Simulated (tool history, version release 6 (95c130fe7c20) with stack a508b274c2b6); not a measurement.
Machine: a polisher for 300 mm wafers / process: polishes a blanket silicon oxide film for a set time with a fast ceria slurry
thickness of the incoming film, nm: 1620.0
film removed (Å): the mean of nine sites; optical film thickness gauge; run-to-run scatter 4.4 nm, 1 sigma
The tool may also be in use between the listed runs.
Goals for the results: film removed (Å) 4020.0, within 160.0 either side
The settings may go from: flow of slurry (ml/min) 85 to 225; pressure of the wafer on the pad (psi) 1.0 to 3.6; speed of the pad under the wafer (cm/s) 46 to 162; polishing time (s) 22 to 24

run    day  flow of slurry (ml/min)  pressure of the wafer on the pad (psi)  speed of the pad under the wafer (cm/s)  polishing time (s)  film removed (Å)
  1  0.000                      145                                     2.3                                      104                  24            2703.3
  2  0.146                      150                                     2.5                                      104                  24            2924.6
  3  0.429                      150                                     2.5                                      124                  24            3408.0
  4  0.750                      150                                     2.6                                      124                  24            3544.5
  5  0.979                      150                                     2.6                                      124                  22            3340.7
  6  1.092                      150                                     2.7                                      124                  22            3367.9
  7  1.175                      155                                     2.8                                      124                  22            3489.9
  8  1.238                      155                                     2.9                                      124                  22            3582.3
  9  1.379                      155                                     3.0                                      124                  22            3793.9
 10  1.567                      155                                     3.1                                      124                  22            3917.0

Next run, 4 choices. One meets every target within its allowed miss, the rest don't. Which?
  A  1.754                      195                                     3.2                                      110                  24                 ?
  B  1.754                      145                                     2.9                                      118                  24                 ?
  C  1.754                      175                                     3.4                                      106                  22                 ?
  D  1.754                       85                                     3.2                                      126                  22                 ?

move  film removed (Å)
   A            4006.0
   B            3762.4
   C            3691.3
   D            3642.0
A: in spec on every target
B: misses by more than the last run did
C: misses by more than the last run did
D: misses by more than the last run did
Correct choice: A, which meets every target

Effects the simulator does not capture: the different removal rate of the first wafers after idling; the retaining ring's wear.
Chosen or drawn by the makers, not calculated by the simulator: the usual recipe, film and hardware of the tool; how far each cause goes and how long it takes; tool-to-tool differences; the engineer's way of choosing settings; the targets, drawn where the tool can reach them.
